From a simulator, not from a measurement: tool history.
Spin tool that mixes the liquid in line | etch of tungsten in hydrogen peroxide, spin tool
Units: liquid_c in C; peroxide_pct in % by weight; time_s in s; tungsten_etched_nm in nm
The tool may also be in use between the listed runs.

run  hour  liquid_c  peroxide_pct  time_s  tungsten_etched_nm
  1     0        43          22.5      15              14.613
  2   7.1        42          22.5      15              13.506
  3  14.6        42          22.5      15              13.678
  4    19        42          22.5      15               13.69
  5  21.9        37          22.5      15              9.9031
  6  27.9      41.5          22.5      15              13.372

The next listed run, before its measurement:
  7  32.3      41.5          22.5      15                   ?

{"run 7": {"tungsten_etched_nm": 13.252}}

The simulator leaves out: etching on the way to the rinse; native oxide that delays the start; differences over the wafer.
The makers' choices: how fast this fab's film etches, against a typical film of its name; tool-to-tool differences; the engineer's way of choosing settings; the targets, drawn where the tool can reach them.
